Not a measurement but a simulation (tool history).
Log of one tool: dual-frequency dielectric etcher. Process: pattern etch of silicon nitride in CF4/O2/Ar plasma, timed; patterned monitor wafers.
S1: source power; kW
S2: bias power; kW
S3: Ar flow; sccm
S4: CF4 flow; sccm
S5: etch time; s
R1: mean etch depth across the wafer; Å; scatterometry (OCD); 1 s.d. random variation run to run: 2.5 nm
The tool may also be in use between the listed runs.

run	hour	S1	S2	S3	S4	S5	R1
1	0.0	0.590	0.042	72	107	229.0	5013.9
2	5.1	0.650	0.042	72	107	229.0	5482.2
3	8.7	0.690	0.042	72	107	229.0	5883.4
4	12.9	0.690	0.042	72	99	229.0	5764.4
5	14.4	0.720	0.042	72	99	229.0	6051.6
6	21.3	0.720	0.042	83	99	229.0	5948.1
7	30.4	0.740	0.042	83	99	229.0	6134.0
8	37.2	0.750	0.042	83	99	229.0	6231.6

Forecast run 9:
9	40.6	0.760	0.042	83	99	229.0	?

Run 9 produced R1 6290.2 Å.

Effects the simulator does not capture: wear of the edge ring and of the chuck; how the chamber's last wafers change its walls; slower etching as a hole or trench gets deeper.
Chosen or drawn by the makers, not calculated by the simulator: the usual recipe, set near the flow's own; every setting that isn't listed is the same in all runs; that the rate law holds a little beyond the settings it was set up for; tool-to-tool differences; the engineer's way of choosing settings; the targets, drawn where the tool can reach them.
